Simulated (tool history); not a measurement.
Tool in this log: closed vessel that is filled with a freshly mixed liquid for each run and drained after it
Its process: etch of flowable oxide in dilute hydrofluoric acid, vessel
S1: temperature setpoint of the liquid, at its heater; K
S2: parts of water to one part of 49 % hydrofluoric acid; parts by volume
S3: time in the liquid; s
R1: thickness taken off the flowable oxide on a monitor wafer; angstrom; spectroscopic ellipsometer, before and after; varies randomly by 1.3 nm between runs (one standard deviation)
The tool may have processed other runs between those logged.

{"run": 1, "hour": 0.0, "S1": 295.15, "S2": 45, "S3": 95, "R1": 640.8}
{"run": 2, "hour": 9.0, "S1": 295.15, "S2": 40, "S3": 95, "R1": 722.98}
{"run": 3, "hour": 13.2, "S1": 296.15, "S2": 40, "S3": 95, "R1": 754.33}
{"run": 4, "hour": 21.9, "S1": 296.15, "S2": 35, "S3": 95, "R1": 866.14}
{"run": 5, "hour": 27.1, "S1": 296.65, "S2": 35, "S3": 95, "R1": 888.44}
{"run": 6, "hour": 33.8, "S1": 297.15, "S2": 35, "S3": 95, "R1": 906.47}
{"run": 7, "hour": 37.2, "S1": 301.15, "S2": 20, "S3": 95, "R1": 1931.2}

What does the tool deliver on the next run?
{"run": 8, "hour": 45.9, "S1": 300.15, "S2": 20, "S3": 95, "R1": "?"}

Run 8 produced R1 1816.10 angstrom.
